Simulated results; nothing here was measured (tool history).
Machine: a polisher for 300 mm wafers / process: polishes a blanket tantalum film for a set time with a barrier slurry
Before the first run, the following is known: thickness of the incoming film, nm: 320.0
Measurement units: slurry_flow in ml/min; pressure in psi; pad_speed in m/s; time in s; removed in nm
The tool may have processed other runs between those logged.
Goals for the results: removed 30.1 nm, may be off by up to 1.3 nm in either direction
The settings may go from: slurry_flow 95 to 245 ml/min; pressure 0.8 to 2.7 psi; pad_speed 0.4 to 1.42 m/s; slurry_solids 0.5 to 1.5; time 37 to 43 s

run	hour	slurry_flow	pressure	pad_speed	slurry_solids	time	removed
1	0	155	1.7	0.9	1	43	51.042
2	5.7	155	1.5	0.9	1	43	46.323
3	11.7	180	1.5	0.9	1	43	47.062
4	15.4	180	1.5	0.9	1	43	48.262
5	18.4	180	1.5	1.08	1	43	54.367
6	25.5	175	1.3	1.02	1	43	46.387
# hour 32.4: head pressure recalibrated
7	32.4	170	1.2	0.98	1	43	37.212
8	35.3	155	1.2	0.98	1	43	36.416
9	36	155	1.2	0.98	1	43	36.407
10	40.7	140	1.2	0.98	1	43	36.004
11	42.3	135	1.2	0.98	1	43	35.671
12	48.6	130	0.9	0.96	1	43	26.155

Next run, 5 choices. One meets every target within its allowed miss, the rest don't. Which?
A	54.9	145	0.9	0.7	1.1	41	?
B	54.9	120	1.2	0.84	1	43	?
C	54.9	130	1	0.94	1	39	?
D	54.9	145	0.8	0.92	0.95	42	?
E	54.9	180	0.8	1.02	1.05	37	?

move	removed
A	19.989
B	30.144
C	25.762
D	22.329
E	22.821
A: its largest miss is bigger than the last run's
B: meets every target
C: its largest miss is bigger than the last run's
D: its largest miss is bigger than the last run's
E: its largest miss is bigger than the last run's
So the answer is move B, the one that meets all the targets.
